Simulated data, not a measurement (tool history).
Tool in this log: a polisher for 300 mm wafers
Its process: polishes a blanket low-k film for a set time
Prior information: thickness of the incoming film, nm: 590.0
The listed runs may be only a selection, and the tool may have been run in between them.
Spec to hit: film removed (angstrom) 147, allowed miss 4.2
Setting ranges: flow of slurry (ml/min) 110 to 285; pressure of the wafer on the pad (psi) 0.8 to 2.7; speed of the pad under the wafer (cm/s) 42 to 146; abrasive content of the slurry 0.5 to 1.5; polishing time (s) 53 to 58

run   hour  flow of slurry (ml/min)  pressure of the wafer on the pad (psi)  speed of the pad under the wafer (cm/s)  abrasive content of the slurry  polishing time (s)  film removed (angstrom)
  1      0                      180                                     1.7                                       94                               1                  58                   167.57
  2    6.8                      180                                     1.7                                       94                             1.1                  58                   175.68
  3   14.1                      175                                     1.6                                       94                             1.1                  58                   162.28
  4   18.8                      175                                     1.6                                      110                             1.1                  58                   184.53
  5   25.4                      205                                     1.6                                      110                             1.1                  58                    189.9
  6   34.3                      195                                     1.5                                      110                             1.1                  58                   175.87
  7   40.4                      190                                     1.4                                      110                             1.1                  58                   165.58
  8   46.1                      165                                     1.2                                      110                             1.1                  58                    139.2
  9   53.4                      170                                     1.2                                      110                             1.1                  58                   137.13
 10   59.3                      180                                     1.2                                      110                             1.1                  58                   142.48
 11   63.7                      185                                     1.2                                      110                             1.1                  58                   141.59
 12   72.3                      185                                     1.2                                      110                             1.1                  58                   142.59
 13   76.9                      190                                     1.2                                      110                             1.1                  58                   141.62
 14   78.4                      195                                     1.2                                      110                             1.1                  58                   141.11
 15     85                      205                                     1.3                                      110                             1.1                  58                   153.19
 16   90.3                      200                                     1.3                                      110                             1.1                  58                    152.8
 17   96.6                      195                                     1.3                                      110                             1.1                  58                    155.7
 18  103.6                      190                                     1.3                                      110                             1.1                  58                   152.27

5 next moves are on the table. One of them brings every result within its allowed miss. Which?
  A  110.6                      160                                     1.3                                      122                            1.25                  53                        ?
  B  110.6                      215                                     1.5                                      110                            0.75                  56                        ?
  C  110.6                      210                                     1.7                                       92                             0.9                  58                        ?
  D  110.6                      200                                     1.3                                      118                             1.1                  58                        ?
  E  110.6                      165                                     1.4                                      108                            1.25                  55                        ?

move  film removed (angstrom)
   A                   155.21
   B                   146.36
   C                   159.21
   D                   161.16
   E                   157.35
A: moves away from the targets compared with the last run
B: all results in spec
C: moves away from the targets compared with the last run
D: moves away from the targets compared with the last run
E: moves away from the targets compared with the last run
B meets every target.

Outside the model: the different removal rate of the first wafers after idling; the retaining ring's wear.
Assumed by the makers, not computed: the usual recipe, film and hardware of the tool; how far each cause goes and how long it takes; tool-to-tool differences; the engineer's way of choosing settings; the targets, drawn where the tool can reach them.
